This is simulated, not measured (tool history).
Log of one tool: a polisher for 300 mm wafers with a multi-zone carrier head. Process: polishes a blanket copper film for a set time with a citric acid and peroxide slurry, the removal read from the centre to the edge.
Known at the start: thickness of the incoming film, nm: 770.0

run	hour	flow of slurry (ml/min)	pressure of the head's centre zone	pressure of the head's middle zone	pressure of the head's edge zone	abrasive content of the slurry	polishing time (s)	film removed at the wafer's centre (nm)	film removed at mid-radius (nm)	film removed at the wafer's edge (nm)
1	0.0	225	1.00	1.00	1.00	1.00	52	168.94	162.85	171.10
2	7.5	225	1.06	1.00	1.00	1.00	52	179.79	162.02	169.27
3	15.5	225	1.06	0.97	1.00	1.00	52	181.49	155.69	171.35
4	20.7	225	1.06	0.97	1.00	1.00	44	152.77	133.27	143.88
5	29.3	225	1.06	0.97	1.08	1.00	44	153.88	133.92	148.73
6	36.2	225	1.06	0.97	1.08	1.15	44	158.73	139.68	155.19
7	43.8	235	1.07	0.99	1.09	1.20	44	163.17	144.62	157.44
8	48.8	245	1.08	1.01	1.10	1.25	44	168.13	148.12	159.20
9	52.5	250	1.08	1.03	1.11	1.30	44	169.16	150.15	159.14
10	58.0	250	1.08	1.05	1.12	1.35	45	174.45	160.94	165.34

The next listed run, before its measurement:
11	66.2	255	1.08	1.06	1.13	1.40	45	?	?	?

Run 11 gave film removed at the wafer's centre (nm) 178.33, film removed at mid-radius (nm) 162.20, film removed at the wafer's edge (nm) 169.18.
